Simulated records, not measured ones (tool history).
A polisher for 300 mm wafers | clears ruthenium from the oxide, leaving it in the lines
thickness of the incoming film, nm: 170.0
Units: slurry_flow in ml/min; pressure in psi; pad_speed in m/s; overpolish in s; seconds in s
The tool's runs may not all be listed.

{"run": 1, "hour": 0.0, "slurry_flow": 145, "pressure": 2.2, "pad_speed": 1.2, "overpolish": 21, "seconds": 120.87}
{"run": 2, "hour": 6.5, "slurry_flow": 140, "pressure": 1.9, "pad_speed": 1.2, "overpolish": 21, "seconds": 132.72}
{"run": 3, "hour": 7.6, "slurry_flow": 140, "pressure": 1.9, "pad_speed": 1.02, "overpolish": 21, "seconds": 158.5}
{"run": 4, "hour": 11.4, "slurry_flow": 140, "pressure": 1.7, "pad_speed": 1.02, "overpolish": 21, "seconds": 170.5}
{"run": 5, "hour": 17.3, "slurry_flow": 140, "pressure": 1.7, "pad_speed": 0.9, "overpolish": 21, "seconds": 189.84}
{"run": 6, "hour": 21.0, "slurry_flow": 135, "pressure": 1.6, "pad_speed": 0.9, "overpolish": 21, "seconds": 196.71}
{"run": 7, "hour": 27.4, "slurry_flow": 135, "pressure": 1.5, "pad_speed": 0.9, "overpolish": 21, "seconds": 204.16}
{"hour": 29.9, "done": "head pressure recalibrated"}
{"run": 8, "hour": 29.9, "slurry_flow": 130, "pressure": 1.4, "pad_speed": 0.9, "overpolish": 21, "seconds": 233.08}

Forecast run 9:
{"run": 9, "hour": 30.4, "slurry_flow": 135, "pressure": 1.4, "pad_speed": 0.9, "overpolish": 21, "seconds": "?"}

Run 9 gave seconds 228.88 s.
